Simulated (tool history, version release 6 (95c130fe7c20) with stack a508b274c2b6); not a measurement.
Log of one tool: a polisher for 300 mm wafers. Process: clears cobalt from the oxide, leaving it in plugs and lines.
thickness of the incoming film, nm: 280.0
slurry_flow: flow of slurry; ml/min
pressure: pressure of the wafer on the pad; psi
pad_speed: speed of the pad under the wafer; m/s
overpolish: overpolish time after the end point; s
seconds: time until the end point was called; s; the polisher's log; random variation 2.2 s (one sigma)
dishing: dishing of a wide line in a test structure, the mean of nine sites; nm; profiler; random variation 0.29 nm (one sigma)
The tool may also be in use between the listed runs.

{"run": 1, "day": 0.0, "slurry_flow": 140, "pressure": 1.4, "pad_speed": 1.04, "overpolish": 20, "seconds": 75.791, "dishing": 41.813}
{"run": 2, "day": 0.162, "slurry_flow": 155, "pressure": 1.4, "pad_speed": 1.04, "overpolish": 20, "seconds": 76.3, "dishing": 42.147}
{"run": 3, "day": 0.221, "slurry_flow": 155, "pressure": 1.3, "pad_speed": 1.02, "overpolish": 20, "seconds": 80.4, "dishing": 40.773}
{"run": 4, "day": 0.379, "slurry_flow": 155, "pressure": 1.2, "pad_speed": 1.0, "overpolish": 20, "seconds": 88.637, "dishing": 38.452}
{"run": 5, "day": 0.683, "slurry_flow": 155, "pressure": 1.1, "pad_speed": 0.98, "overpolish": 20, "seconds": 94.405, "dishing": 37.129}
{"run": 6, "day": 0.783, "slurry_flow": 155, "pressure": 1.0, "pad_speed": 0.96, "overpolish": 20, "seconds": 104.58, "dishing": 35.881}

The next listed run, before its measurement:
{"run": 7, "day": 0.979, "slurry_flow": 155, "pressure": 1.0, "pad_speed": 0.94, "overpolish": 20, "seconds": "?", "dishing": "?"}

Run 7 gave seconds 107.800 s, dishing 35.592 nm.
